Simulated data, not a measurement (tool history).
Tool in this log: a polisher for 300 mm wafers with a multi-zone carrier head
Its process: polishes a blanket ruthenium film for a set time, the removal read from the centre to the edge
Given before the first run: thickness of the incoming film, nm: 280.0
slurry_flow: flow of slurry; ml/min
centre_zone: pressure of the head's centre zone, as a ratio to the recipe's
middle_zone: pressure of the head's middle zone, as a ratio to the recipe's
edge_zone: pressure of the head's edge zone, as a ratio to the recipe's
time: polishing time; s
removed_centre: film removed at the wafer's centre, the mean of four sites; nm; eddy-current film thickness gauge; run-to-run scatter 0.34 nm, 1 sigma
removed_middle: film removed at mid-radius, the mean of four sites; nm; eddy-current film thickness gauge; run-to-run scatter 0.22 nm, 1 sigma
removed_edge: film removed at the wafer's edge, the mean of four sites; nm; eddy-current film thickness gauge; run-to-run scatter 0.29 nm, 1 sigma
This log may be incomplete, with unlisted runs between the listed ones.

Run 1, hour 0.0: slurry_flow 210 ml/min, centre_zone 1.00, middle_zone 1.00, edge_zone 1.00, time 53 s. Result: removed_centre 35.743 nm, removed_middle 35.708 nm, removed_edge 37.961 nm.
Run 2, hour 5.2: slurry_flow 205 ml/min, centre_zone 1.01, middle_zone 0.97, edge_zone 0.96, time 47 s. Result: removed_centre 31.539 nm, removed_middle 30.799 nm, removed_edge 32.884 nm.
Run 3, hour 9.9: slurry_flow 155 ml/min, centre_zone 1.01, middle_zone 0.97, edge_zone 0.96, time 47 s. Result: removed_centre 30.327 nm, removed_middle 29.192 nm, removed_edge 31.848 nm.
Run 4, hour 18.7: slurry_flow 155 ml/min, centre_zone 1.02, middle_zone 0.96, edge_zone 0.93, time 44 s. Result: removed_centre 28.989 nm, removed_middle 27.128 nm, removed_edge 29.598 nm.
Run 5, hour 26.3: slurry_flow 125 ml/min, centre_zone 1.02, middle_zone 0.96, edge_zone 0.93, time 44 s. Result: removed_centre 26.832 nm, removed_middle 25.836 nm, removed_edge 28.382 nm.
Run 6, hour 32.7: slurry_flow 125 ml/min, centre_zone 1.02, middle_zone 0.96, edge_zone 0.90, time 44 s. Result: removed_centre 27.417 nm, removed_middle 26.203 nm, removed_edge 28.653 nm.

Run 7 comes next. What will it give?
Run 7, hour 37.4: slurry_flow 130 ml/min, centre_zone 1.03, middle_zone 0.96, edge_zone 0.89, time 42 s. Result: removed_centre ?, removed_middle ?, removed_edge ?.

removed_centre: 25.797 nm
removed_middle: 24.274 nm
removed_edge: 26.415 nm
